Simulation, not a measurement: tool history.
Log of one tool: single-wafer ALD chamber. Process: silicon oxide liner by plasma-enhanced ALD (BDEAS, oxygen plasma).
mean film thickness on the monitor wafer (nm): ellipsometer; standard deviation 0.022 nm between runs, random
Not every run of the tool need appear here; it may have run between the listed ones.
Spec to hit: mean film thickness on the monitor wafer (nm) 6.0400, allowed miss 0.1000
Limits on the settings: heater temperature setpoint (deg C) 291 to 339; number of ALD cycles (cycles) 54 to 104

run  hour  heater temperature setpoint (deg C)  number of ALD cycles (cycles)  mean film thickness on the monitor wafer (nm)
  1   0.0                                  315                             79                                         7.2534
  2   4.0                                  321                             79                                         7.2261
  3   6.2                                  321                             74                                         6.7450
  4  10.5                                  321                             71                                         6.4809
  5  14.1                                  314                             71                                         6.5533
  6  17.7                                  315                             69                                         6.3667
  7  23.1                                  315                             68                                         6.3206
  8  28.1                                  316                             67                                         6.1429

5 candidate next runs follow, results not yet known. Just one meets every target within its allowed miss. Identify it.
  A  33.1                                  317                             68                                              ?
  B  33.1                                  309                             65                                              ?
  C  33.1                                  314                             68                                              ?
  D  33.1                                  316                             69                                              ?
  E  33.1                                  321                             70                                              ?

move  mean film thickness on the monitor wafer (nm)
   A                                         6.2151
   B                                         6.0185
   C                                         6.2455
   D                                         6.3168
   E                                         6.3561
A: moves away from the targets compared with the last run
B: all results in spec
C: moves away from the targets compared with the last run
D: moves away from the targets compared with the last run
E: moves away from the targets compared with the last run
Answer: B
